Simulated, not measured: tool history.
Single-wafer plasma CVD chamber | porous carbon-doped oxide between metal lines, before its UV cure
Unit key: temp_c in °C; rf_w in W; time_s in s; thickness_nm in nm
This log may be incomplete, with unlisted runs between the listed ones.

{"run": 1, "hour": 0.0, "temp_c": 285, "rf_w": 400, "time_s": 21.7, "thickness_nm": 112.38}
{"run": 2, "hour": 3.5, "temp_c": 288, "rf_w": 395, "time_s": 21.7, "thickness_nm": 109.14}
{"run": 3, "hour": 10.5, "temp_c": 297, "rf_w": 395, "time_s": 21.7, "thickness_nm": 105.14}
{"run": 4, "hour": 12.2, "temp_c": 297, "rf_w": 395, "time_s": 21.7, "thickness_nm": 104.14}
{"run": 5, "hour": 13.4, "temp_c": 297, "rf_w": 370, "time_s": 21.7, "thickness_nm": 99.38}
{"run": 6, "hour": 16.7, "temp_c": 298, "rf_w": 370, "time_s": 21.7, "thickness_nm": 98.961}
{"run": 7, "hour": 20.9, "temp_c": 299, "rf_w": 370, "time_s": 21.7, "thickness_nm": 99.356}

For run 8, what comes out?
{"run": 8, "hour": 29.1, "temp_c": 299, "rf_w": 370, "time_s": 21.7, "thickness_nm": "?"}

thickness_nm: 99.304 nm

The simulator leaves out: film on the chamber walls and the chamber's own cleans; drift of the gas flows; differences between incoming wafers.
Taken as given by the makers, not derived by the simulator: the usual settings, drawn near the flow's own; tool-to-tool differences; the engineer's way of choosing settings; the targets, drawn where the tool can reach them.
